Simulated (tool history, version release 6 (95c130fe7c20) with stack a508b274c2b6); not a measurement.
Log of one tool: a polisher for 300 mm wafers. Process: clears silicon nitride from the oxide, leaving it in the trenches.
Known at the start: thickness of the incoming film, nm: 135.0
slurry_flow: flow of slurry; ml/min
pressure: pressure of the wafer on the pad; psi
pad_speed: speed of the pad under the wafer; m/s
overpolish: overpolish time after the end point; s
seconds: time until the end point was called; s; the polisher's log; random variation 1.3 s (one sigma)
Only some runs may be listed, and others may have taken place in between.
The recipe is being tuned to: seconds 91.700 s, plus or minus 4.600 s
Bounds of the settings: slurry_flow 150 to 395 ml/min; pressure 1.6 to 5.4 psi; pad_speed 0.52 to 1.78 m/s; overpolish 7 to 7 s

Run 1, hour 0.0: slurry_flow 250 ml/min, pressure 3.5 psi, pad_speed 1.14 m/s, overpolish 7 s. Result: seconds 115.220 s.
Run 2, hour 2.6: slurry_flow 250 ml/min, pressure 2.8 psi, pad_speed 1.14 m/s, overpolish 7 s. Result: seconds 146.650 s.
Run 3, hour 5.8: slurry_flow 250 ml/min, pressure 2.8 psi, pad_speed 1.34 m/s, overpolish 7 s. Result: seconds 125.190 s.
Run 4, hour 11.8: slurry_flow 250 ml/min, pressure 3.0 psi, pad_speed 1.34 m/s, overpolish 7 s. Result: seconds 119.500 s.
Run 5, hour 19.0: slurry_flow 250 ml/min, pressure 2.2 psi, pad_speed 1.34 m/s, overpolish 7 s. Result: seconds 156.070 s.
Run 6, hour 23.1: slurry_flow 250 ml/min, pressure 2.2 psi, pad_speed 1.34 m/s, overpolish 7 s. Result: seconds 151.110 s.
Run 7, hour 30.6: slurry_flow 250 ml/min, pressure 2.6 psi, pad_speed 1.36 m/s, overpolish 7 s. Result: seconds 130.520 s.
Run 8, hour 37.4: slurry_flow 250 ml/min, pressure 2.9 psi, pad_speed 1.36 m/s, overpolish 7 s. Result: seconds 117.610 s.
Run 9, hour 42.6: slurry_flow 250 ml/min, pressure 3.1 psi, pad_speed 1.36 m/s, overpolish 7 s. Result: seconds 112.470 s.
Run 10, hour 49.2: slurry_flow 250 ml/min, pressure 3.3 psi, pad_speed 1.36 m/s, overpolish 7 s. Result: seconds 103.670 s.

4 candidate next runs follow, results not yet known. Just one meets every target within its allowed miss. Identify it.
Run A, hour 55.8: slurry_flow 270 ml/min, pressure 3.7 psi, pad_speed 1.56 m/s, overpolish 7 s. Result: seconds ?.
Run B, hour 55.8: slurry_flow 260 ml/min, pressure 3.0 psi, pad_speed 1.38 m/s, overpolish 7 s. Result: seconds ?.
Run C, hour 55.8: slurry_flow 220 ml/min, pressure 3.6 psi, pad_speed 1.12 m/s, overpolish 7 s. Result: seconds ?.
Run D, hour 55.8: slurry_flow 265 ml/min, pressure 4.0 psi, pad_speed 1.26 m/s, overpolish 7 s. Result: seconds ?.

move  seconds
   A   80.382
   B  110.790
   C  114.040
   D   91.131
A: the result that was furthest off in the last run now lies on the other side of its target
B: the biggest miss grows against the last run
C: the biggest miss grows against the last run
D: in spec on every target
Correct choice: D, which meets every target
